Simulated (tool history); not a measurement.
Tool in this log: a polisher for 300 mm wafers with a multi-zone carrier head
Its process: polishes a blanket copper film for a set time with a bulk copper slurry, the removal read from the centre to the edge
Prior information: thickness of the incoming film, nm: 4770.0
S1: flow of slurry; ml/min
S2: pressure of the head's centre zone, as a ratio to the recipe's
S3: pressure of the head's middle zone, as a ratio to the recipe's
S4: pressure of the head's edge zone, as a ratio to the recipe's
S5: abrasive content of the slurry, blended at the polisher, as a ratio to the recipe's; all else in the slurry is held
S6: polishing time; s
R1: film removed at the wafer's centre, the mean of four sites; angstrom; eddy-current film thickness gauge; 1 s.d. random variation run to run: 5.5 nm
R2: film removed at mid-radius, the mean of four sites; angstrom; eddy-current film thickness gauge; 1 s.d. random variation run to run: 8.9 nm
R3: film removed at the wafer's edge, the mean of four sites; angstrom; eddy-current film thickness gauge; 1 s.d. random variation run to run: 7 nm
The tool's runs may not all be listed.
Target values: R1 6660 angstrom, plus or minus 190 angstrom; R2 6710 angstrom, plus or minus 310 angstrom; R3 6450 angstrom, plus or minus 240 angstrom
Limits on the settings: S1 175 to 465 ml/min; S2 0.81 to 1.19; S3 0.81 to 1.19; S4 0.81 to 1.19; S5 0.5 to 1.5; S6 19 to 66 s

run,hour,S1,S2,S3,S4,S5,S6,R1,R2,R3
1,0,295,1,1,1,1,42,3969.1,3980.8,3895.1
2,1.8,295,1,1,1,1,36,3402.7,3377.5,3314.2
3,9.8,300,1.02,1.03,1.04,1.15,42,4148.5,4227.7,3956.8
4,14,300,1.02,1.03,1.04,1.3,42,4199.6,4265.1,4203.7
5,22.3,305,1.03,1.04,1.04,1.35,47,4855.7,4904.8,4806.3
6,23.7,240,1.03,1.04,1.04,1.35,47,4743.1,4777.5,4613.7
7,25.8,275,1.05,1.06,1.07,1.4,49,5142.9,5243.7,5115.4
8,27.8,300,1.09,1.09,1.1,1.45,50,5516.1,5568.2,5220.8
9,31.5,310,1.09,1.09,1.11,1.45,52,5635.8,5820.1,5524.8
10,35.1,315,1.1,1.09,1.12,1.45,54,5915.8,6198.1,5694.2
11,36.5,310,1.1,1.07,1.13,1.45,56,6142.7,6247.6,5964.3
12,42,310,1.1,1.07,1.13,1.45,57,6251,6408.2,6053

Consider the 5 candidate settings below. Which is the only one whose results all fall within their allowed miss of target?
A,47.5,280,1.09,1.14,1.13,1.45,54,?,?,?
B,47.5,245,1.06,1.11,1.1,1.2,59,?,?,?
C,47.5,305,1.04,0.94,1.19,1.45,61,?,?,?
D,47.5,360,1.07,1.06,1.08,1.35,63,?,?,?
E,47.5,315,0.87,1.11,1.19,1.45,60,?,?,?

move,R1,R2,R3
A,5828.9,6229.1,5750.7
B,5901.9,6294.8,5880.8
C,6396.9,6005.1,6710.6
D,6697.1,6807.9,6525.9
E,5589.8,6816.7,6595.2
A: further off than the last run
B: further off than the last run
C: further off than the last run
D: all results land within tolerance of their targets
E: further off than the last run
Answer: D
